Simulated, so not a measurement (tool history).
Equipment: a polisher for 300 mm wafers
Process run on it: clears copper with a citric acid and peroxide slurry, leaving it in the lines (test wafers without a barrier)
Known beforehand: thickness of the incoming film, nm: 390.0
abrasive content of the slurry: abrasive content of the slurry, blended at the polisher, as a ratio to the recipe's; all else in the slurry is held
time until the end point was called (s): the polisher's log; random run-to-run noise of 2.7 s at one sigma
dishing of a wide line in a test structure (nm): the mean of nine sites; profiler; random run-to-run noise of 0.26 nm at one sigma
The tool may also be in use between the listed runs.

| run | hour | flow of slurry (ml/min) | pressure of the wafer on the pad (kPa) | speed of the pad under the wafer (cm/s) | abrasive content of the slurry | overpolish time after the end point (s) | time until the end point was called (s) | dishing of a wide line in a test structure (nm) |
|---|---|---|---|---|---|---|---|---|
| 1 | 0.0 | 135 | 21.4 | 106 | 1.00 | 30 | 168.85 | 40.868 |
| 2 | 6.4 | 135 | 17.9 | 112 | 1.00 | 23 | 190.29 | 31.195 |
| 3 | 8.9 | 115 | 17.9 | 112 | 1.00 | 23 | 196.32 | 28.590 |
| 4 | 17.5 | 105 | 15.9 | 118 | 1.00 | 19 | 217.47 | 23.414 |
| 5 | 18.0 | 105 | 15.9 | 136 | 1.00 | 19 | 187.41 | 26.246 |
| 6 | 24.0 | 95 | 13.8 | 142 | 1.00 | 16 | 215.20 | 20.073 |

For run 7, what comes out?
| 7 | 32.3 | 90 | 12.4 | 150 | 1.05 | 14 | ? | ? |

{"run 7": {"time until the end point was called (s)": 228.78, "dishing of a wide line in a test structure (nm)": 16.729}}
